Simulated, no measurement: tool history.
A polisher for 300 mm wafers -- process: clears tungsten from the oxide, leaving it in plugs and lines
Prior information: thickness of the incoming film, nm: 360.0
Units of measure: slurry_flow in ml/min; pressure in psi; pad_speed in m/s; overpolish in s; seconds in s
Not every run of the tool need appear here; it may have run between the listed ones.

| run | day | slurry_flow | pressure | pad_speed | slurry_solids | overpolish | seconds |
|---|---|---|---|---|---|---|---|
| 1 | 0.000 | 125 | 2.7 | 0.94 | 1.0 | 8 | 119.76 |
| 2 | 0.050 | 125 | 2.7 | 0.94 | 0.8 | 8 | 124.17 |
| 3 | 0.088 | 125 | 2.4 | 0.92 | 0.8 | 8 | 139.60 |
| 4 | 0.458 | 125 | 2.4 | 0.92 | 0.8 | 8 | 140.31 |
| 5 | 0.817 | 125 | 2.1 | 0.88 | 0.8 | 8 | 163.17 |
| 6 | 1.117 | 145 | 2.1 | 0.88 | 0.8 | 8 | 155.07 |
| 7 | 1.288 | 140 | 1.9 | 0.86 | 0.8 | 8 | 174.52 |
| 8 | 1.542 | 140 | 1.8 | 0.84 | 0.8 | 8 | 188.63 |
|  | 1.583 | head pressure recalibrated |
| 9 | 1.583 | 135 | 1.7 | 0.84 | 0.8 | 8 | 214.52 |
| 10 | 1.725 | 130 | 1.7 | 0.84 | 0.8 | 8 | 214.32 |
| 11 | 1.821 | 125 | 1.7 | 0.84 | 0.8 | 8 | 216.81 |

What will run 12 give?
| 12 | 2.150 | 125 | 1.7 | 0.84 | 0.8 | 8 | ? |

seconds: 212.27 s

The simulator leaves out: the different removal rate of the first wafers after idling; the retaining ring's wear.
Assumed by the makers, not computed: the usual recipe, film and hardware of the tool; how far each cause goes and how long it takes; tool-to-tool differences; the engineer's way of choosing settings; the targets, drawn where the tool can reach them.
